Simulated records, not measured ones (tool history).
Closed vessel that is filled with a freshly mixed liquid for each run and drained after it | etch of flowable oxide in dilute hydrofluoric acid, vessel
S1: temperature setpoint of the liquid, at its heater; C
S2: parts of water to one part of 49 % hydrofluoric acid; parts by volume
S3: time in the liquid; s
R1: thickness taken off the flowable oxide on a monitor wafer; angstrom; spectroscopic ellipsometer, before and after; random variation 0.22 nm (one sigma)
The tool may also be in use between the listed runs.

run,day,S1,S2,S3,R1
1,0,24,175,85,191.98
2,0.271,24,175,95,215.64
3,0.321,24,175,95,213.55
4,0.575,24,235,95,150.25
5,0.642,25.5,205,95,188.28
6,0.762,25.5,235,95,159.72
7,0.996,25.5,235,95,159.59
8,1.371,27,205,95,198.04
9,1.658,28,180,95,241.52
10,1.983,32,110,95,501.63
11,2.321,31.5,110,95,489.3

Forecast run 12:
12,2.562,31,110,95,?

R1: 481.15 angstrom
